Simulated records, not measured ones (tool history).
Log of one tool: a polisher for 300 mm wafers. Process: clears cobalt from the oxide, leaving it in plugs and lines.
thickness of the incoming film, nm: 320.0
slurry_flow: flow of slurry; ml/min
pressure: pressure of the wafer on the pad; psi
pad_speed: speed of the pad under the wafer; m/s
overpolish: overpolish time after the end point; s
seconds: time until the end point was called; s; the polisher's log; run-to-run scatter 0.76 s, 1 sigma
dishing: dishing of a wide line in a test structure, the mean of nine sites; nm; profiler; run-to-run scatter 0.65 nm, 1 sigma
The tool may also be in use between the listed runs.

| run | hour | slurry_flow | pressure | pad_speed | overpolish | seconds | dishing |
|---|---|---|---|---|---|---|---|
| 1 | 0 | 300 | 1.5 | 1.28 | 22 | 65.882 | 56.629 |
| 2 | 2.7 | 295 | 1.6 | 1.3 | 17 | 60.38 | 51.465 |
| 3 | 10.9 | 295 | 1.6 | 1.3 | 25 | 62.708 | 62.514 |
| 4 | 14.9 | 275 | 1.7 | 1.28 | 19 | 61.437 | 55.427 |
| 5 | 23.4 | 335 | 1.7 | 1.28 | 19 | 59.464 | 54.972 |
| 6 | 25.6 | 335 | 1.7 | 1.28 | 23 | 57.781 | 62.38 |

For run 7, what comes out?
| 7 | 32.6 | 380 | 1.4 | 1.52 | 18 | ? | ? |

{"run 7": {"seconds": 57.329, "dishing": 54.211}}

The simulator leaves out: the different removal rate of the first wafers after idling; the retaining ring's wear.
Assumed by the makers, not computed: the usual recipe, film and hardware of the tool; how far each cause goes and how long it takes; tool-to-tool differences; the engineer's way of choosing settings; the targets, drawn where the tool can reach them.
